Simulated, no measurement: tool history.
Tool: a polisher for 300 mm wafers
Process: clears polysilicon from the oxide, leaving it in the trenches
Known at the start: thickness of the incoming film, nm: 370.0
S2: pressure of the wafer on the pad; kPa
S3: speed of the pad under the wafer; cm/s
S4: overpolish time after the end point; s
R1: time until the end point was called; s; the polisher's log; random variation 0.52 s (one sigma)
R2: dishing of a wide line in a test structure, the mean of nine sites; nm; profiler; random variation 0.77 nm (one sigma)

run 1 hour=0.0 | flow_of_slurry_(ml/min)=160 S2=21.4 S3=124 S4=16 | R1=19.023 R2=44.164
run 2 hour=4.7 | flow_of_slurry_(ml/min)=160 S2=16.5 S3=124 S4=16 | R1=23.098 R2=44.603
run 3 hour=12.3 | flow_of_slurry_(ml/min)=160 S2=15.9 S3=118 S4=14 | R1=25.542 R2=44.886
run 4 hour=15.3 | flow_of_slurry_(ml/min)=160 S2=15.9 S3=134 S4=14 | R1=22.822 R2=45.378
run 5 hour=23.4 | flow_of_slurry_(ml/min)=175 S2=15.9 S3=134 S4=14 | R1=23.140 R2=43.698
run 6 hour=25.6 | flow_of_slurry_(ml/min)=175 S2=15.9 S3=160 S4=14 | R1=18.425 R2=42.444
run 7 hour=28.4 | flow_of_slurry_(ml/min)=190 S2=14.5 S3=154 S4=14 | R1=21.553 R2=42.325
run 8 hour=35.3 | flow_of_slurry_(ml/min)=200 S2=13.8 S3=152 S4=15 | R1=22.765 R2=44.217
run 9 hour=36.4 | flow_of_slurry_(ml/min)=180 S2=13.1 S3=146 S4=13 | R1=24.921 R2=44.060
run 10 hour=39.6 | flow_of_slurry_(ml/min)=195 S2=12.4 S3=148 S4=11 | R1=25.657 R2=43.796
run 11 hour=40.8 | flow_of_slurry_(ml/min)=195 S2=12.4 S3=148 S4=11 | R1=26.022 R2=43.099
run 12 hour=43.3 | flow_of_slurry_(ml/min)=205 S2=11.7 S3=150 S4=10 | R1=26.913 R2=43.080
run 13 hour=49.6 | flow_of_slurry_(ml/min)=215 S2=11.0 S3=150 S4=9 | R1=27.332 R2=42.744
run 14 hour=53.4 | flow_of_slurry_(ml/min)=220 S2=11.0 S3=148 S4=8 | R1=27.594 R2=40.713
run 15 hour=57.2 | flow_of_slurry_(ml/min)=250 S2=9.7 S3=130 S4=5 | R1=35.270 R2=30.254
run 16 hour=59.9 | flow_of_slurry_(ml/min)=240 S2=9.7 S3=132 S4=5 | R1=35.054 R2=31.334
run 17 hour=64.5 | flow_of_slurry_(ml/min)=230 S2=9.7 S3=134 S4=5 | R1=36.376 R2=31.216
run 18 hour=67.6 | flow_of_slurry_(ml/min)=230 S2=9.7 S3=134 S4=5 | R1=35.518 R2=32.449
run 19 hour=68.6 | flow_of_slurry_(ml/min)=225 S2=9.7 S3=136 S4=5 | R1=34.852 R2=30.782

Run 20 comes next. What will it give?
run 20 hour=70.1 | flow_of_slurry_(ml/min)=225 S2=9.7 S3=136 S4=6 | R1=? R2=?

Run 20 gave R1 34.816 s, R2 34.173 nm.

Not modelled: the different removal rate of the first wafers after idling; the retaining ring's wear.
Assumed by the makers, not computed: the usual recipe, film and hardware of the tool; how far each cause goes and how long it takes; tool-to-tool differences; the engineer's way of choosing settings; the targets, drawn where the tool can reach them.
